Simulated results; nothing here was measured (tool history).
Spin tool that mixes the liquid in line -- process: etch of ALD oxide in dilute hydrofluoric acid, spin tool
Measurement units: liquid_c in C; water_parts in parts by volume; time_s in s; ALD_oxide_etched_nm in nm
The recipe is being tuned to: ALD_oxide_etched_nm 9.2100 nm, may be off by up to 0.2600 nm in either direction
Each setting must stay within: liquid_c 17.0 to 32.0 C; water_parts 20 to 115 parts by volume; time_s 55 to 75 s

| run | hour | liquid_c | water_parts | time_s | ALD_oxide_etched_nm |
|---|---|---|---|---|---|
| 1 | 0.0 | 24.0 | 65 | 75 | 16.9920 |
| 2 | 3.8 | 24.0 | 75 | 75 | 14.4430 |
| 3 | 10.9 | 22.0 | 80 | 75 | 12.4200 |
| 4 | 13.9 | 20.5 | 85 | 75 | 10.9380 |
| 5 | 21.2 | 19.5 | 85 | 75 | 10.4560 |
| 6 | 28.5 | 19.0 | 85 | 75 | 10.3430 |
| 7 | 32.7 | 18.5 | 85 | 75 | 10.0290 |
| 8 | 41.0 | 18.0 | 85 | 75 | 9.8175 |
| 9 | 46.9 | 17.5 | 85 | 75 | 9.6902 |

4 next moves are on the table. One of them brings every result within its allowed miss. Which?
| A | 52.8 | 19.5 | 85 | 70 | ? |
| B | 52.8 | 17.5 | 90 | 70 | ? |
| C | 52.8 | 19.0 | 75 | 55 | ? |
| D | 52.8 | 19.5 | 90 | 70 | ? |

| move | ALD_oxide_etched_nm |
|---|---|
| A | 9.7896 |
| B | 8.4550 |
| C | 8.6338 |
| D | 9.1939 |
A: further off than the last run
B: takes the biggest miss from the last run beyond its target
C: takes the biggest miss from the last run beyond its target
D: all results in spec
Correct choice: D, which meets every target

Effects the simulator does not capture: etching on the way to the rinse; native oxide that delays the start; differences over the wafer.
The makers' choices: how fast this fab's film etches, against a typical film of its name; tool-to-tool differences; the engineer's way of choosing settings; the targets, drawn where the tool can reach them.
